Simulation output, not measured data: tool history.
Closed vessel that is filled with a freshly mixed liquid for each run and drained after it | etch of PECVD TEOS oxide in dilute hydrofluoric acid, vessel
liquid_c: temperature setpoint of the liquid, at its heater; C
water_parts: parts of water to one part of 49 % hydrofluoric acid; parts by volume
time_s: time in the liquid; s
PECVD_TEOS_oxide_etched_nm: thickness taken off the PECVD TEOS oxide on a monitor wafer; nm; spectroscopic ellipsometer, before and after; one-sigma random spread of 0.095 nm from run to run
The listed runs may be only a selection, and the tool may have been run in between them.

| run | day | liquid_c | water_parts | time_s | PECVD_TEOS_oxide_etched_nm |
|---|---|---|---|---|---|
| 1 | 0 | 24 | 95 | 85 | 16.227 |
| 2 | 0.075 | 24 | 95 | 85 | 16.388 |
| 3 | 0.142 | 24 | 125 | 85 | 12.019 |
| 4 | 0.208 | 26 | 115 | 85 | 14.207 |
| 5 | 0.454 | 26 | 95 | 85 | 17.81 |
| 6 | 0.704 | 26 | 110 | 85 | 15.012 |
| 7 | 0.983 | 27.5 | 100 | 85 | 17.713 |

Run 8 has not been measured yet. What should we expect?
| 8 | 1.3 | 27.5 | 100 | 85 | ? |

For run 8 the tool returned PECVD_TEOS_oxide_etched_nm 17.781 nm.
